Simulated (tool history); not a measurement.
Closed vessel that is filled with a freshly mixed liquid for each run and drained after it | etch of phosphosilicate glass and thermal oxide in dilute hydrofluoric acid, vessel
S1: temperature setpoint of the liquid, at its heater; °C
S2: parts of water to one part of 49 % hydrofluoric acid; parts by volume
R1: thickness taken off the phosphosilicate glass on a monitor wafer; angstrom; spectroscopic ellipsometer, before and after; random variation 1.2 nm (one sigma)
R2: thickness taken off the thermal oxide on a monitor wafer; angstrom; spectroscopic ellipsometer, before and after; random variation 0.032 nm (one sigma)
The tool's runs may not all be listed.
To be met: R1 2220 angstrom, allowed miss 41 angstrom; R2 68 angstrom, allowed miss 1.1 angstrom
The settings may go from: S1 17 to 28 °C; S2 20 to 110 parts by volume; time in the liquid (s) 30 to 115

Run 1, day 0: S1 20 °C, S2 60 parts by volume, time in the liquid (s) 60. Result: R1 1395.8 angstrom, R2 42.362 angstrom.
Run 2, day 0.358: S1 20 °C, S2 60 parts by volume, time in the liquid (s) 45. Result: R1 1041.6 angstrom, R2 32.175 angstrom.
Run 3, day 0.608: S1 22 °C, S2 60 parts by volume, time in the liquid (s) 45. Result: R1 1136.8 angstrom, R2 34.675 angstrom.
Run 4, day 0.8: S1 22 °C, S2 45 parts by volume, time in the liquid (s) 45. Result: R1 1551.4 angstrom, R2 46.894 angstrom.
Run 5, day 1.175: S1 23 °C, S2 45 parts by volume, time in the liquid (s) 45. Result: R1 1606.6 angstrom, R2 48.907 angstrom.
Run 6, day 1.212: S1 23.5 °C, S2 45 parts by volume, time in the liquid (s) 45. Result: R1 1643.5 angstrom, R2 50.335 angstrom.
Run 7, day 1.296: S1 24 °C, S2 45 parts by volume, time in the liquid (s) 45. Result: R1 1683.6 angstrom, R2 51.038 angstrom.
Run 8, day 1.375: S1 24.5 °C, S2 45 parts by volume, time in the liquid (s) 45. Result: R1 1728.5 angstrom, R2 52.43 angstrom.
Run 9, day 1.725: S1 25 °C, S2 45 parts by volume, time in the liquid (s) 45. Result: R1 1749.4 angstrom, R2 53.43 angstrom.
Run 10, day 2.004: S1 25.5 °C, S2 45 parts by volume, time in the liquid (s) 45. Result: R1 1789.5 angstrom, R2 54.617 angstrom.
Run 11, day 2.279: S1 26 °C, S2 45 parts by volume, time in the liquid (s) 45. Result: R1 1818.5 angstrom, R2 55.863 angstrom.
Run 12, day 2.383: S1 26 °C, S2 45 parts by volume, time in the liquid (s) 45. Result: R1 1819.8 angstrom, R2 55.667 angstrom.
Run 13, day 2.75: S1 26.5 °C, S2 45 parts by volume, time in the liquid (s) 45. Result: R1 1844.2 angstrom, R2 56.612 angstrom.

4 next moves are on the table. One of them brings every result within its allowed miss. Which?
Run A, day 3.117: S1 28 °C, S2 55 parts by volume, time in the liquid (s) 60. Result: R1 ?, R2 ?.
Run B, day 3.117: S1 25 °C, S2 45 parts by volume, time in the liquid (s) 55. Result: R1 ?, R2 ?.
Run C, day 3.117: S1 26.5 °C, S2 30 parts by volume, time in the liquid (s) 35. Result: R1 ?, R2 ?.
Run D, day 3.117: S1 24.5 °C, S2 40 parts by volume, time in the liquid (s) 50. Result: R1 ?, R2 ?.

move      R1      R2
   A    2106  64.994
   B  2120.2  65.432
   C  2198.1  67.837
   D  2138.7  66.004
A: nearer than the last run, and not there yet
B: nearer than the last run, and not there yet
C: meets every target
D: nearer than the last run, and not there yet
Move C is the one to make.
